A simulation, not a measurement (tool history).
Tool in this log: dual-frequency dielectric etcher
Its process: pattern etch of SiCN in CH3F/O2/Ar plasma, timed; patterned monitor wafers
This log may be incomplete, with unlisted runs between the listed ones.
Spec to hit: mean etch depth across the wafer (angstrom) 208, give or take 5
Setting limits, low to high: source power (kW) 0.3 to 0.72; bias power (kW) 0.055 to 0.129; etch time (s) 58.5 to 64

run    day  source power (kW)  bias power (kW)  etch time (s)  mean etch depth across the wafer (angstrom)
  1      0               0.51            0.092             64                                       261.57
  2  0.246               0.48            0.087           63.5                                       252.92
  3  0.333               0.45            0.081           62.5                                       240.08
  4  0.521               0.45            0.096           62.5                                       254.41
  5  0.808               0.45            0.096           58.5                                       236.67
  6   0.95               0.49            0.096           58.5                                       240.46
  7  1.262               0.45            0.089           58.5                                        230.3
  8  1.567               0.42            0.087           58.5                                       224.65
  9  1.717                0.4            0.086           58.5                                       221.27
 10  2.017                0.4            0.086           58.5                                       220.96
 11  2.054               0.39            0.085           58.5                                       217.24
 12  2.375               0.38            0.085           58.5                                       217.22
 13  2.688               0.37            0.084           58.5                                       214.22

Exactly one of the 5 candidate moves below puts every result within its allowed miss. Which one?
  A    3               0.32            0.091           61.5                                            ?
  B    3                0.3            0.083           60.5                                            ?
  C    3               0.38            0.078             62                                            ?
  D    3                0.4             0.06           58.5                                            ?
  E    3               0.43             0.08           58.5                                            ?

move  mean etch depth across the wafer (angstrom)
   A                                       223.59
   B                                       210.24
   C                                       225.96
   D                                       201.47
   E                                       222.64
A: misses by more than the last run did
B: meets every target
C: misses by more than the last run did
D: moves the result that the last run missed by most past its target, out the other side
E: misses by more than the last run did
So the answer is move B, the one that meets all the targets.

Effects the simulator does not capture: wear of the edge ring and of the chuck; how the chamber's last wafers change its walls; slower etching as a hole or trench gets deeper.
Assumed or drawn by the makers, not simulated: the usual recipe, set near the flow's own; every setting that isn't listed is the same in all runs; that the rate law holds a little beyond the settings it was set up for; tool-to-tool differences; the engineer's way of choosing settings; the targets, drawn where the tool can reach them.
